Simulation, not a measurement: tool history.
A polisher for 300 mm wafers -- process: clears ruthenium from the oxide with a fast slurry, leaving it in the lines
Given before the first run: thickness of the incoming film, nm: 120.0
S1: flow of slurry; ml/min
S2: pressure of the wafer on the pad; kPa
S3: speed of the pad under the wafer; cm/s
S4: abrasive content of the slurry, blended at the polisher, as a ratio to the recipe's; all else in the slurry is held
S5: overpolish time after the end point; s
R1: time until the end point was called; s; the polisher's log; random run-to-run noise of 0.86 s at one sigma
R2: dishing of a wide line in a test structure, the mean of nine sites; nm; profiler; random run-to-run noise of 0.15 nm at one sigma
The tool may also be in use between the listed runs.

run 1 hour=0.0 | S1=230 S2=14.5 S3=78 S4=1.00 S5=14 | R1=46.715 R2=30.5900
run 2 hour=1.7 | S1=230 S2=13.8 S3=76 S4=1.00 S5=13 | R1=51.156 R2=26.4490
run 3 hour=2.4 | S1=230 S2=13.1 S3=74 S4=1.00 S5=12 | R1=55.339 R2=22.0280
run 4 hour=3.0 | S1=200 S2=13.1 S3=74 S4=1.00 S5=12 | R1=57.011 R2=21.9190
run 5 hour=6.4 | S1=220 S2=12.4 S3=72 S4=1.00 S5=11 | R1=59.608 R2=19.5690
run 6 hour=13.5 | S1=245 S2=12.4 S3=72 S4=1.00 S5=11 | R1=59.308 R2=19.9310
run 7 hour=18.9 | S1=230 S2=11.7 S3=72 S4=1.00 S5=10 | R1=61.649 R2=16.9600
run 8 hour=22.1 | S1=220 S2=11.0 S3=72 S4=1.00 S5=9 | R1=66.431 R2=14.3690
run 9 hour=26.8 | S1=210 S2=10.3 S3=74 S4=1.00 S5=8 | R1=69.930 R2=12.2710
run 10 hour=32.9 | S1=200 S2=9.7 S3=76 S4=1.00 S5=7 | R1=72.262 R2=10.1460
run 11 hour=35.6 | S1=195 S2=9.0 S3=76 S4=1.00 S5=7 | R1=78.368 R2=9.6713
run 12 hour=40.2 | S1=185 S2=9.0 S3=76 S4=1.00 S5=7 | R1=80.327 R2=9.4546
run 13 hour=44.8 | S1=180 S2=9.0 S3=78 S4=1.00 S5=7 | R1=78.503 R2=9.7283
run 14 hour=48.5 | S1=245 S2=6.9 S3=72 S4=1.05 S5=4 | R1=100.460 R2=4.3620
run 15 hour=54.7 | S1=240 S2=6.9 S3=72 S4=1.05 S5=4 | R1=102.920 R2=4.4444
run 16 hour=56.4 | S1=235 S2=6.9 S3=72 S4=1.05 S5=4 | R1=100.970 R2=4.4047
run 17 hour=64.3 | S1=235 S2=6.9 S3=72 S4=1.05 S5=4 | R1=99.583 R2=4.4777

The next listed run, before its measurement:
run 18 hour=70.2 | S1=230 S2=6.9 S3=72 S4=1.05 S5=4 | R1=? R2=?

{"run 18": {"R1": 101.1, "R2": 4.2898}}

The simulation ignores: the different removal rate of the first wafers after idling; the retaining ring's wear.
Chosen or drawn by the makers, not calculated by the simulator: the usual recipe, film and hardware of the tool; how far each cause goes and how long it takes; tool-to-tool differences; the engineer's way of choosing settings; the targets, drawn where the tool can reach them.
